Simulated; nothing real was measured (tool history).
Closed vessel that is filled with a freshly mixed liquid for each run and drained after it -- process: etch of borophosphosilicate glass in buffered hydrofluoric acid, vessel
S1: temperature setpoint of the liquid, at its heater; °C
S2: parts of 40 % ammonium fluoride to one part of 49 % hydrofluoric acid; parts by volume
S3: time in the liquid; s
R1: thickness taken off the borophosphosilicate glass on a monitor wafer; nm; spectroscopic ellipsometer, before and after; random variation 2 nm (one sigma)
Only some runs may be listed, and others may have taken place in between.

run 1 hour=0.0 | S1=20 S2=21.5 S3=100 | R1=135.59
run 2 hour=1.4 | S1=20 S2=25.5 S3=100 | R1=120.82
run 3 hour=6.0 | S1=21 S2=23.5 S3=100 | R1=135.18
run 4 hour=8.2 | S1=21 S2=26.0 S3=100 | R1=124.24
run 5 hour=10.4 | S1=22 S2=24.0 S3=100 | R1=140.80
run 6 hour=13.8 | S1=22 S2=28.5 S3=100 | R1=124.48
run 7 hour=20.1 | S1=26 S2=21.5 S3=100 | R1=188.17
run 8 hour=27.4 | S1=26 S2=20.0 S3=100 | R1=196.79

Run 9 comes next. What will it give?
run 9 hour=28.7 | S1=26 S2=19.0 S3=100 | R1=?

Run 9 yielded R1 208.66 nm.

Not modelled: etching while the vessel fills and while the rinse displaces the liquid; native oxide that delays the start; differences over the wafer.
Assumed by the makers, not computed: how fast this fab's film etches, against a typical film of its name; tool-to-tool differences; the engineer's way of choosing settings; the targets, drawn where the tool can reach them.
